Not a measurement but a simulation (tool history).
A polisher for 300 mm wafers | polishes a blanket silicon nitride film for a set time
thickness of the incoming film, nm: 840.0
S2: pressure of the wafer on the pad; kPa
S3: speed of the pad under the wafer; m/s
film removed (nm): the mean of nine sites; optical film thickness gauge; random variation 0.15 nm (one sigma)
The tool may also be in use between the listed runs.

run 1 hour=0 | flow_of_slurry_(ml/min)=195 S2=17.2 S3=1.12 polishing_time_(s)=31 | film_removed_(nm)=42.489
run 2 hour=1.8 | flow_of_slurry_(ml/min)=195 S2=17.2 S3=1.12 polishing_time_(s)=31 | film_removed_(nm)=42.768
run 3 hour=5 | flow_of_slurry_(ml/min)=195 S2=17.2 S3=1.12 polishing_time_(s)=28 | film_removed_(nm)=38.812
run 4 hour=12.7 | flow_of_slurry_(ml/min)=195 S2=17.2 S3=0.98 polishing_time_(s)=28 | film_removed_(nm)=35.51
run 5 hour=13.3 | flow_of_slurry_(ml/min)=190 S2=15.2 S3=0.96 polishing_time_(s)=28 | film_removed_(nm)=30.561
run 6 hour=18.3 | flow_of_slurry_(ml/min)=190 S2=15.2 S3=1.18 polishing_time_(s)=28 | film_removed_(nm)=34.81
run 7 hour=19 | flow_of_slurry_(ml/min)=160 S2=10.3 S3=0.86 polishing_time_(s)=28 | film_removed_(nm)=19.576
run 8 hour=21.9 | flow_of_slurry_(ml/min)=155 S2=10.3 S3=0.86 polishing_time_(s)=28 | film_removed_(nm)=19.495

The next listed run, before its measurement:
run 9 hour=28.2 | flow_of_slurry_(ml/min)=150 S2=10.3 S3=0.86 polishing_time_(s)=28 | film_removed_(nm)=?

Run 9 gave film removed (nm) 19.442.
